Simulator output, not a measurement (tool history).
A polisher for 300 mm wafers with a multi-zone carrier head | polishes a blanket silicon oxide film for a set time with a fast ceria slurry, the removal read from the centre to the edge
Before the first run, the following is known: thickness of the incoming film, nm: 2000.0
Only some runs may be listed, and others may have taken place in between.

| run | day | flow of slurry (ml/min) | pressure of the head's centre zone | pressure of the head's middle zone | pressure of the head's edge zone | polishing time (s) | film removed at the wafer's centre (Å) | film removed at mid-radius (Å) | film removed at the wafer's edge (Å) |
|---|---|---|---|---|---|---|---|---|---|
| 1 | 0 | 135 | 1 | 1 | 1 | 57 | 5608 | 5869.8 | 5916.8 |
| 2 | 0.25 | 125 | 0.97 | 0.98 | 0.96 | 47 | 4547.6 | 4687 | 4753.2 |
| 3 | 0.4 | 100 | 0.97 | 0.98 | 0.96 | 47 | 4170.2 | 4421.7 | 4544.7 |
| 4 | 0.483 | 95 | 0.94 | 0.97 | 0.93 | 42 | 3645.3 | 3909.9 | 4018.4 |
| 5 | 0.771 | 95 | 0.94 | 0.97 | 0.93 | 30 | 2573.9 | 2759.3 | 2852.4 |
| 6 | 0.862 | 80 | 0.94 | 0.97 | 0.93 | 30 | 2457.1 | 2635 | 2775.1 |

Run 7, settings as shown, results not yet in. Your forecast:
|  | 0.892 | slurry nozzle cleaned |
| 7 | 0.892 | 100 | 0.93 | 0.97 | 0.94 | 30 | ? | ? | ? |

film removed at the wafer's centre (Å): 2726.3
film removed at mid-radius (Å): 2932.2
film removed at the wafer's edge (Å): 2951.9
